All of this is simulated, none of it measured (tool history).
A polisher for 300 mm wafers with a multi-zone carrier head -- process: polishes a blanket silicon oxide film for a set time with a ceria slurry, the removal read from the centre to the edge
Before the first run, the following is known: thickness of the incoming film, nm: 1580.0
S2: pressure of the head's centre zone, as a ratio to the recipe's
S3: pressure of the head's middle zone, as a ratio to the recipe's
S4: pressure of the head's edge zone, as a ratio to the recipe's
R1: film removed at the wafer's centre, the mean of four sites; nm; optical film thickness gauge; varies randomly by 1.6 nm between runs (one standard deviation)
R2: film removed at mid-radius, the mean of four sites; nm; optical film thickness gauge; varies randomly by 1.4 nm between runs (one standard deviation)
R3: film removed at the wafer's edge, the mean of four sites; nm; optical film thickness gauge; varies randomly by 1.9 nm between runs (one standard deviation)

Run 1, hour 0.0: flow of slurry (ml/min) 305, S2 1.00, S3 1.00, S4 1.00, polishing time (s) 71. Result: R1 250.83 nm, R2 240.50 nm, R3 240.12 nm.
Run 2, hour 1.3: flow of slurry (ml/min) 295, S2 1.00, S3 0.97, S4 0.99, polishing time (s) 65. Result: R1 224.68 nm, R2 211.38 nm, R3 223.47 nm.
Run 3, hour 4.6: flow of slurry (ml/min) 285, S2 1.02, S3 0.96, S4 0.96, polishing time (s) 60. Result: R1 213.74 nm, R2 193.79 nm, R3 204.33 nm.
Run 4, hour 6.2: flow of slurry (ml/min) 280, S2 1.03, S3 0.95, S4 0.95, polishing time (s) 56. Result: R1 192.96 nm, R2 179.47 nm, R3 186.95 nm.
Run 5, hour 8.4: flow of slurry (ml/min) 280, S2 1.03, S3 1.02, S4 0.95, polishing time (s) 56. Result: R1 194.31 nm, R2 191.38 nm, R3 189.71 nm.
Run 6, hour 9.7: flow of slurry (ml/min) 280, S2 1.10, S3 1.02, S4 0.95, polishing time (s) 56. Result: R1 209.86 nm, R2 196.01 nm, R3 189.85 nm.
Run 7, hour 16.6: flow of slurry (ml/min) 280, S2 1.10, S3 0.99, S4 0.95, polishing time (s) 52. Result: R1 190.00 nm, R2 176.79 nm, R3 176.22 nm.
Run 8, hour 18.2: flow of slurry (ml/min) 275, S2 1.11, S3 0.96, S4 0.95, polishing time (s) 50. Result: R1 185.88 nm, R2 165.89 nm, R3 164.44 nm.
Run 9, hour 24.4: flow of slurry (ml/min) 265, S2 1.07, S3 0.86, S4 1.05, polishing time (s) 33. Result: R1 118.79 nm, R2 100.09 nm, R3 114.88 nm.
Run 10, hour 29.7: flow of slurry (ml/min) 270, S2 1.08, S3 0.86, S4 1.05, polishing time (s) 34. Result: R1 123.78 nm, R2 101.61 nm, R3 120.27 nm.
Run 11, hour 37.7: flow of slurry (ml/min) 330, S2 1.18, S3 0.96, S4 1.10, polishing time (s) 37. Result: R1 147.59 nm, R2 120.99 nm, R3 132.75 nm.
Run 12, hour 42.4: flow of slurry (ml/min) 330, S2 1.18, S3 0.95, S4 1.10, polishing time (s) 37. Result: R1 146.38 nm, R2 124.33 nm, R3 133.00 nm.
Run 13, hour 47.4: flow of slurry (ml/min) 325, S2 1.18, S3 0.94, S4 1.10, polishing time (s) 38. Result: R1 149.07 nm, R2 123.81 nm, R3 138.50 nm.
Run 14, hour 49.7: flow of slurry (ml/min) 325, S2 1.18, S3 0.89, S4 1.07, polishing time (s) 35. Result: R1 138.47 nm, R2 107.82 nm, R3 126.60 nm.
Run 15, hour 50.5: flow of slurry (ml/min) 325, S2 1.18, S3 0.89, S4 1.07, polishing time (s) 35. Result: R1 139.90 nm, R2 109.26 nm, R3 129.17 nm.

Run 16, settings as shown, results not yet in. Your forecast:
Run 16, hour 52.8: flow of slurry (ml/min) 330, S2 1.18, S3 0.89, S4 1.07, polishing time (s) 35. Result: R1 ?, R2 ?, R3 ?.

R1: 138.81 nm
R2: 109.18 nm
R3: 127.66 nm

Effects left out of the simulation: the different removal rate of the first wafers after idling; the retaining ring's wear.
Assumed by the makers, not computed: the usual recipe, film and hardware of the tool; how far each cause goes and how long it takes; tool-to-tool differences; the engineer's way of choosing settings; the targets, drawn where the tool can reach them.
